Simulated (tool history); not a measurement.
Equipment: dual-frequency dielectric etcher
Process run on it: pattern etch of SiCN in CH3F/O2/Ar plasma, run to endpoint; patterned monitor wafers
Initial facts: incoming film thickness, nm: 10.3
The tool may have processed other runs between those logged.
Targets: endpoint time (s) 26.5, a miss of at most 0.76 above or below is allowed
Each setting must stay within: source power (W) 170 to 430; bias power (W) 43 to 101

run,day,source power (W),bias power (W),endpoint time (s)
1,0,300,72,30.694
2,0.35,350,72,29.14
3,0.467,350,67,30.442
4,0.646,360,70,29.284
5,0.9,360,78,27.853
6,1.233,370,79,27.717
7,1.508,380,80,27.797
8,1.779,390,82,27.551

5 candidate next runs follow, results not yet known. Just one meets every target within its allowed miss. Identify it.
A,2.05,360,73,?
B,2.05,390,69,?
C,2.05,330,83,?
D,2.05,350,84,?
E,2.05,380,94,?

move,endpoint time (s)
A,29.021
B,28.836
C,28.555
D,27.954
E,26.263
A: its largest miss is bigger than the last run's
B: its largest miss is bigger than the last run's
C: its largest miss is bigger than the last run's
D: its largest miss is bigger than the last run's
E: in spec on every target
The move that meets every target is E.
